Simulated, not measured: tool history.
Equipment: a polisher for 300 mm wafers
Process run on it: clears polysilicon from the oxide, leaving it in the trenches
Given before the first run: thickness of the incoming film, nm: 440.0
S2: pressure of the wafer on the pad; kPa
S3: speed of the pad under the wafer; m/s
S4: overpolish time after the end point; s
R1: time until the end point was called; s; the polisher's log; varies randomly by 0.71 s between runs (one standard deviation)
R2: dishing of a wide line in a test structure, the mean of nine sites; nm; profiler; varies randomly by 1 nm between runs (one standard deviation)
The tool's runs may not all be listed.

run 1 hour=0.0 | flow_of_slurry_(ml/min)=155 S2=13.1 S3=0.92 S4=26 | R1=62.782 R2=48.827
run 2 hour=3.1 | flow_of_slurry_(ml/min)=150 S2=12.4 S3=0.92 S4=26 | R1=65.674 R2=47.837
run 3 hour=10.7 | flow_of_slurry_(ml/min)=150 S2=12.4 S3=0.80 S4=26 | R1=71.225 R2=44.831
run 4 hour=19.0 | flow_of_slurry_(ml/min)=150 S2=11.7 S3=0.82 S4=30 | R1=74.968 R2=48.016
run 5 hour=19.7 | flow_of_slurry_(ml/min)=150 S2=11.0 S3=0.82 S4=30 | R1=78.647 R2=46.512
-- hour=23.6 worn pad replaced by a new one
run 6 hour=23.6 | flow_of_slurry_(ml/min)=150 S2=11.0 S3=0.82 S4=21 | R1=72.193 R2=44.560

Run 7 is up next; what results do you expect?
run 7 hour=29.1 | flow_of_slurry_(ml/min)=155 S2=10.3 S3=0.82 S4=23 | R1=? R2=?

Logged for run 7: R1 74.792 s, R2 43.981 nm.
